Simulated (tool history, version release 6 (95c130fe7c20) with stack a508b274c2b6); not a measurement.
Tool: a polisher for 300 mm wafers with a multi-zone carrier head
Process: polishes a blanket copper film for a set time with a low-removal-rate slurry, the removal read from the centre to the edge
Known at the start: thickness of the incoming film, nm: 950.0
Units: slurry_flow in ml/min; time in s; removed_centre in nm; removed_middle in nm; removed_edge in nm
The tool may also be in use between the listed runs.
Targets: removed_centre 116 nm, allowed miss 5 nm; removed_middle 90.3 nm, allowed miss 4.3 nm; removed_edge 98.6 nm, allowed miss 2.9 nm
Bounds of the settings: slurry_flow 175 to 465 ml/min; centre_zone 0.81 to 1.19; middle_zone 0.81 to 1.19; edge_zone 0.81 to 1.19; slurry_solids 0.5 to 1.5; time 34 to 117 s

run  hour  slurry_flow  centre_zone  middle_zone  edge_zone  slurry_solids  time  removed_centre  removed_middle  removed_edge
  1     0          295            1            1          1              1    75          137.71             140        137.75
  2   4.5          295            1            1       1.06              1    75          138.85          136.65        143.46
  3   9.9          295            1            1       1.06            0.8    75          133.51          131.74        137.52
  4  10.5          295            1            1       1.06            0.6    75          125.71          127.93        131.92
  5  14.7          240            1            1       1.06            0.6    75          118.91          124.25        128.48
  6  18.9          240            1         1.04       1.06            0.6    75          121.02          128.77        128.04
  7  19.8          245         1.03         1.01       1.04            0.6    72          123.07          118.58        120.79
  8  24.2          240         1.04         0.98       1.02            0.6    71          122.13          117.19        119.15
  9  30.7          240         1.04         0.98       1.02            0.6    71          120.54          114.91        120.69
 10  33.9          240         1.06         0.97       1.01            0.6    69          122.49          111.03        116.43
 11  37.7          235         1.07         0.87       0.91            0.5    62          105.07          89.029        96.765
 12  42.6          240         1.08         0.87       0.91            0.5    62          105.48          88.981         96.39
 13  48.5          240         1.09         0.87       0.91            0.5    62           106.8          88.015        95.769
 14  54.3          240          1.1         0.87       0.92            0.5    62          109.04          88.568        96.625
 15  59.2          240         1.11         0.87       0.92            0.5    62          110.52           87.75        98.156
 16  61.2          240         1.12         0.88       0.92            0.5    62          111.15          90.207        96.847

Which of these 5 next moves meets every target?
  A  63.2          225         1.14         0.95       0.97            0.5    58               ?               ?             ?
  B  63.2          285         1.06          0.9       0.92            0.6    58               ?               ?             ?
  C  63.2          215          1.1         0.86       0.94            0.5    66               ?               ?             ?
  D  63.2          240         1.13         0.84       0.89            0.5    64               ?               ?             ?
  E  63.2          285         1.08         0.92       0.91            0.8    56               ?               ?             ?

move  removed_centre  removed_middle  removed_edge
   A          104.44           88.57        93.182
   B          102.82          89.502        95.352
   C           113.7          92.235        104.06
   D          115.31          89.153        99.608
   E          105.53          91.777        95.519
A: further off than the last run
B: further off than the last run
C: brings the result that was furthest off to its target, and leaves another outside
D: meets every target
E: further off than the last run
Move D is the one to make.

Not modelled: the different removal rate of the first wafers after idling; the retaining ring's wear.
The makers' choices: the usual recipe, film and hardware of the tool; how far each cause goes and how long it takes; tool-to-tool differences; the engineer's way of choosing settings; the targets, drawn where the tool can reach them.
